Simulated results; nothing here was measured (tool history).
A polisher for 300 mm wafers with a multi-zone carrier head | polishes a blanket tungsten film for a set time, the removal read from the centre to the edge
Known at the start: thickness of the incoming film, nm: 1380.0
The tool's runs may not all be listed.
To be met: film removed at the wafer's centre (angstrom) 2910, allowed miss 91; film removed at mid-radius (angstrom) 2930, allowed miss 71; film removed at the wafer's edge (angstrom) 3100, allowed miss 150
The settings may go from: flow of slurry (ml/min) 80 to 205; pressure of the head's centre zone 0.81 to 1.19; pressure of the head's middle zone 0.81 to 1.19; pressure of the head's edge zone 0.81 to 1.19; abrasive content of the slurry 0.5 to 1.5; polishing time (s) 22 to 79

run  hour  flow of slurry (ml/min)  pressure of the head's centre zone  pressure of the head's middle zone  pressure of the head's edge zone  abrasive content of the slurry  polishing time (s)  film removed at the wafer's centre (angstrom)  film removed at mid-radius (angstrom)  film removed at the wafer's edge (angstrom)
  1     0                      135                                   1                                   1                                 1                               1                  50                                         2249.5                                 2276.3                                       2231.1
  2   7.4                      140                                   1                                   1                              1.02                            1.05                  51                                           2349                                 2352.5                                       2387.2
  3  10.3                      140                                   1                                   1                              1.05                            1.05                  51                                         2302.3                                 2374.5                                       2407.3
  4  13.1                      140                                   1                                   1                              1.05                            0.95                  51                                           2274                                 2282.9                                       2350.3
  5  17.5                      140                                1.06                                   1                              1.05                            0.95                  51                                         2350.9                                   2315                                       2362.1
  6  21.4                      145                                1.07                                1.01                              1.07                               1                  51                                         2445.1                                 2365.4                                       2400.3
  7  29.8                      150                                1.06                                1.01                              1.08                            1.05                  51                                         2496.7                                 2413.6                                       2493.8
  8  34.1                      155                                1.06                                1.02                              1.09                             1.1                  51                                         2506.9                                 2458.1                                       2554.4
  9  38.5                      160                                1.06                                1.03                               1.1                            1.15                  51                                         2595.9                                 2527.9                                       2583.3

Which of these 5 next moves meets every target?
  A  42.9                      170                                   1                                0.99                              1.12                               1                  62                                              ?                                      ?                                            ?
  B  42.9                      155                                0.96                                1.19                              1.11                             1.2                  58                                              ?                                      ?                                            ?
  C  42.9                      180                                1.02                                1.02                              1.12                             1.1                  56                                              ?                                      ?                                            ?
  D  42.9                      140                                0.84                                1.17                              1.17                            0.95                  63                                              ?                                      ?                                            ?
  E  42.9                      175                                1.04                                 1.1                              1.02                             1.1                  60                                              ?                                      ?                                            ?

move  film removed at the wafer's centre (angstrom)  film removed at mid-radius (angstrom)  film removed at the wafer's edge (angstrom)
   A                                         2917.4                                 2930.2                                       3011.8
   B                                         2701.8                                 3163.8                                       2900.5
   C                                         2784.3                                 2787.7                                       2807.5
   D                                         2369.2                                 3136.7                                       3002.4
   E                                         3025.7                                 3111.9                                         2859
A: meets every target
B: takes the result that was furthest off past its target
C: nearer than the last run, and not there yet
D: takes the result that was furthest off past its target
E: takes the result that was furthest off past its target
Answer: A
